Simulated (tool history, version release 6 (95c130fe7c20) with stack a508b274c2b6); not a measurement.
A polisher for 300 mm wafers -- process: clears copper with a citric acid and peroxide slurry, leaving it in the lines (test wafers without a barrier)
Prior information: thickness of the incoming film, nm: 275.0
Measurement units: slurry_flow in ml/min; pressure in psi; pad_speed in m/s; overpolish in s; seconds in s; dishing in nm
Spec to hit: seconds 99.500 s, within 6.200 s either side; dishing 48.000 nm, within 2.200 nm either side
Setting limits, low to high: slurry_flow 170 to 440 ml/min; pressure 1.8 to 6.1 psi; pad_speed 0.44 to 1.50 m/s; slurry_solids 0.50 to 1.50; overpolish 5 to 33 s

run	day	slurry_flow	pressure	pad_speed	slurry_solids	overpolish	seconds	dishing
1	0.000	280	3.9	0.96	1.00	17	107.770	29.300
2	0.254	280	3.9	0.96	1.00	23	106.130	37.298
3	0.329	280	3.9	0.96	1.00	17	111.040	28.536
4	0.421	280	3.9	0.82	1.00	17	124.870	25.170
5	0.758	280	3.9	0.60	1.00	17	158.630	19.448
6	0.946	280	4.3	0.60	1.00	17	147.470	21.833
7	1.208	275	5.4	0.74	1.00	25	96.401	41.944
8	1.338	275	5.3	0.74	1.00	26	101.120	44.019
9	1.588	275	5.3	0.74	1.00	27	99.044	45.305

Below are 4 possible settings for the next run. Only one of them brings all results inside the allowed miss of their targets. Which is it?
A	1.838	300	5.1	0.80	0.95	28	?	?
B	1.838	320	6.1	0.64	0.95	32	?	?
C	1.838	275	5.0	0.76	1.00	25	?	?
D	1.838	265	5.0	0.88	1.00	23	?	?

move	seconds	dishing
A	96.506	47.609
B	98.030	52.887
C	102.120	41.344
D	90.065	42.817
A: meets every target
B: moves the result that the last run missed by most past its target, out the other side
C: moves away from the targets compared with the last run
D: moves away from the targets compared with the last run
A meets every target.
